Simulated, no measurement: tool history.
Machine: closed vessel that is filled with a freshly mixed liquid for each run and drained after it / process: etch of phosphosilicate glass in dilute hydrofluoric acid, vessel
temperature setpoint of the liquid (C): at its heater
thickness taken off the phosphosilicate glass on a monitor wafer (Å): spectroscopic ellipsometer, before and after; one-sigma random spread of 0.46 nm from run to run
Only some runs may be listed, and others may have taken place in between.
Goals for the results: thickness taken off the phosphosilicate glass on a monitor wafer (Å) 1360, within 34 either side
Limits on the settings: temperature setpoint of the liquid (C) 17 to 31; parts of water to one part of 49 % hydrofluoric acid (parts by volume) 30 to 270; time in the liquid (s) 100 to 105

run  hour  temperature setpoint of the liquid (C)  parts of water to one part of 49 % hydrofluoric acid (parts by volume)  time in the liquid (s)  thickness taken off the phosphosilicate glass on a monitor wafer (Å)
  1     0                                      23                                                                     150                     100                                                                933.29
  2     4                                      23                                                                     200                     100                                                                 667.7
  3   6.7                                      23                                                                     200                     105                                                                697.83
  4   8.9                                    25.5                                                                     185                     105                                                                847.07
     14.2  -- hydrofluoric acid flow meter replaced
  5  14.2                                    25.5                                                                     185                     100                                                                703.06
  6  19.3                                    25.5                                                                     160                     100                                                                841.19
  7  23.6                                    25.5                                                                     135                     100                                                                1024.3
  8  32.4                                    25.5                                                                     120                     100                                                                1172.5
  9  39.6                                    25.5                                                                     115                     100                                                                1227.7

4 next moves are on the table. One of them brings every result within its allowed miss. Which?
  A  46.8                                    25.5                                                                     105                     105                                                                     ?
  B  46.8                                    25.5                                                                     110                     105                                                                     ?
  C  46.8                                    23.5                                                                      95                     105                                                                     ?
  D  46.8                                      26                                                                     100                     100                                                                     ?

move  thickness taken off the phosphosilicate glass on a monitor wafer (Å)
   A                                                                1434.9
   B                                                                1361.1
   C                                                                  1484
   D                                                                1472.4
A: moves the result that the last run missed by most past its target, out the other side
B: meets every target
C: moves the result that the last run missed by most past its target, out the other side
D: moves the result that the last run missed by most past its target, out the other side
The move that meets every target is B.

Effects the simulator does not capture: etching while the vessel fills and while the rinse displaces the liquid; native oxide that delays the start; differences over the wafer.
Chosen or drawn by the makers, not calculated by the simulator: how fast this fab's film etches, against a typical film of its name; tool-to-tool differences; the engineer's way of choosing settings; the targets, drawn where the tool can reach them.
